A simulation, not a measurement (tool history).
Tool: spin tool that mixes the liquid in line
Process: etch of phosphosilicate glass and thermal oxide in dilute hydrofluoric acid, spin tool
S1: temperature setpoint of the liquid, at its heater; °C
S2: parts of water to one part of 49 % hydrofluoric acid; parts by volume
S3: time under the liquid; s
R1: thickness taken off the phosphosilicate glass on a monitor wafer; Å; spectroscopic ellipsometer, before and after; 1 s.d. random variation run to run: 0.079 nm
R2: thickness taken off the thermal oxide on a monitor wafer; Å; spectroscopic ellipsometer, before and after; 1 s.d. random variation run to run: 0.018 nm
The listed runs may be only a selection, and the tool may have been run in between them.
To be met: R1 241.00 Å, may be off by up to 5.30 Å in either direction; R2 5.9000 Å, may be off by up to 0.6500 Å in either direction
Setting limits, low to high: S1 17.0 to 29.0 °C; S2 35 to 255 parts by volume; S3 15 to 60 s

| run | hour | S1 | S2 | S3 | R1 | R2 |
|---|---|---|---|---|---|---|
| 1 | 0.0 | 21.0 | 145 | 30 | 310.62 | 7.7438 |
| 2 | 7.1 | 20.0 | 150 | 30 | 287.89 | 6.8376 |
| 3 | 15.3 | 19.5 | 155 | 30 | 270.85 | 6.6504 |
| 4 | 16.6 | 19.0 | 155 | 30 | 266.34 | 6.6139 |
| 5 | 24.4 | 18.5 | 155 | 30 | 263.06 | 6.1377 |
| 6 | 31.0 | 18.5 | 160 | 30 | 253.27 | 6.4367 |
| 7 | 32.6 | 18.5 | 160 | 30 | 252.78 | 6.2616 |
| 8 | 40.7 | 18.0 | 160 | 30 | 247.18 | 6.3507 |

Which single option among these 5 for the next run brings every result within its allowed miss of target? Just one does.
| A | 48.8 | 17.0 | 190 | 40 | ? | ? |
| B | 48.8 | 17.0 | 165 | 35 | ? | ? |
| C | 48.8 | 20.5 | 195 | 35 | ? | ? |
| D | 48.8 | 17.0 | 215 | 45 | ? | ? |
| E | 48.8 | 22.0 | 160 | 25 | ? | ? |

| move | R1 | R2 |
|---|---|---|
| A | 259.92 | 6.5453 |
| B | 268.10 | 6.7515 |
| C | 253.06 | 6.3727 |
| D | 252.57 | 6.3604 |
| E | 242.07 | 6.0959 |
A: lands further from the targets than the last run did
B: lands further from the targets than the last run did
C: lands further from the targets than the last run did
D: lands further from the targets than the last run did
E: all results land within tolerance of their targets
The right move is E.
